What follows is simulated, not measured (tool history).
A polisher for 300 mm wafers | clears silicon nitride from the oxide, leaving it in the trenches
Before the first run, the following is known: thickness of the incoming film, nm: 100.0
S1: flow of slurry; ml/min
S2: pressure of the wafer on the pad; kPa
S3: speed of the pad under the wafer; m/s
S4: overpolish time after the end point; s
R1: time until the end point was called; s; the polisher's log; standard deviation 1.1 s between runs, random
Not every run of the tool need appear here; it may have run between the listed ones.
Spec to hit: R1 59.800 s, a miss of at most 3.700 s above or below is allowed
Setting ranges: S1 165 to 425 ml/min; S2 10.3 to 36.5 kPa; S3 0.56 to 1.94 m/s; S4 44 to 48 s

run	hour	S1	S2	S3	S4	R1
1	0.0	275	23.4	1.24	44	93.217
2	5.8	275	27.6	1.24	44	81.212
3	13.4	275	29.0	1.26	44	73.685
4	19.2	275	24.1	1.26	44	85.700
5	19.9	275	24.1	1.26	48	86.941
6	28.7	275	24.1	1.44	48	76.999
# hour 33.7: worn pad replaced by a new one
7	33.7	275	24.8	1.44	48	72.844
8	35.0	275	25.5	1.44	48	69.117

Which one of the following 4 next-run settings gets every result inside its allowed miss? There is exactly one.
A	36.3	255	29.0	1.50	48	?
B	36.3	285	31.0	1.64	47	?
C	36.3	285	26.9	1.92	48	?
D	36.3	335	29.6	1.62	46	?

move	R1
A	59.536
B	51.028
C	49.175
D	52.781
A: hits every target within its allowed miss
B: takes the biggest miss from the last run beyond its target
C: takes the biggest miss from the last run beyond its target
D: takes the biggest miss from the last run beyond its target
The move that meets every target is A.
